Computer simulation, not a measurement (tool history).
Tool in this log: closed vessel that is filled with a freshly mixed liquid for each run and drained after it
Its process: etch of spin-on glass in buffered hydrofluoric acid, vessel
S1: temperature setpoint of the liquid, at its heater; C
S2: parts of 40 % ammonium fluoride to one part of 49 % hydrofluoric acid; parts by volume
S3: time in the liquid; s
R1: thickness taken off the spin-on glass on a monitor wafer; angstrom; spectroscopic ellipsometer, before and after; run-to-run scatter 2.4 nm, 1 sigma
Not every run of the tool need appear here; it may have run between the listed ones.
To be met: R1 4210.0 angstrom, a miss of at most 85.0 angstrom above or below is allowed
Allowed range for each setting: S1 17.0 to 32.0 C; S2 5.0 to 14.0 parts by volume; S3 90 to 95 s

Run 1, hour 0.0: S1 24.0 C, S2 8.5 parts by volume, S3 90 s. Result: R1 3093.2 angstrom.
Run 2, hour 8.2: S1 25.0 C, S2 8.5 parts by volume, S3 90 s. Result: R1 3286.3 angstrom.
Run 3, hour 13.7: S1 25.0 C, S2 8.5 parts by volume, S3 90 s. Result: R1 3293.8 angstrom.
Run 4, hour 16.3: S1 27.0 C, S2 8.5 parts by volume, S3 90 s. Result: R1 3662.8 angstrom.
Run 5, hour 17.9: S1 27.0 C, S2 8.5 parts by volume, S3 95 s. Result: R1 3872.3 angstrom.
Run 6, hour 23.3: S1 23.5 C, S2 8.5 parts by volume, S3 95 s. Result: R1 3198.5 angstrom.
Run 7, hour 24.4: S1 23.5 C, S2 8.5 parts by volume, S3 95 s. Result: R1 3197.3 angstrom.
Run 8, hour 27.7: S1 24.5 C, S2 8.5 parts by volume, S3 95 s. Result: R1 3338.8 angstrom.

Pick the move, out of 5, that brings all results within their allowed miss; only one does.
Run A, hour 31.0: S1 25.5 C, S2 11.0 parts by volume, S3 90 s. Result: R1 ?.
Run B, hour 31.0: S1 27.5 C, S2 8.0 parts by volume, S3 95 s. Result: R1 ?.
Run C, hour 31.0: S1 25.5 C, S2 7.5 parts by volume, S3 95 s. Result: R1 ?.
Run D, hour 31.0: S1 23.5 C, S2 7.0 parts by volume, S3 95 s. Result: R1 ?.
Run E, hour 31.0: S1 26.5 C, S2 8.0 parts by volume, S3 95 s. Result: R1 ?.

move      R1
   A  2712.1
   B  4244.6
   C  4088.8
   D  3951.7
   E  4023.9
A: moves away from the targets compared with the last run
B: hits every target within its allowed miss
C: better than the last run, though not everything is in spec
D: better than the last run, though not everything is in spec
E: better than the last run, though not everything is in spec
The move that meets every target is B.

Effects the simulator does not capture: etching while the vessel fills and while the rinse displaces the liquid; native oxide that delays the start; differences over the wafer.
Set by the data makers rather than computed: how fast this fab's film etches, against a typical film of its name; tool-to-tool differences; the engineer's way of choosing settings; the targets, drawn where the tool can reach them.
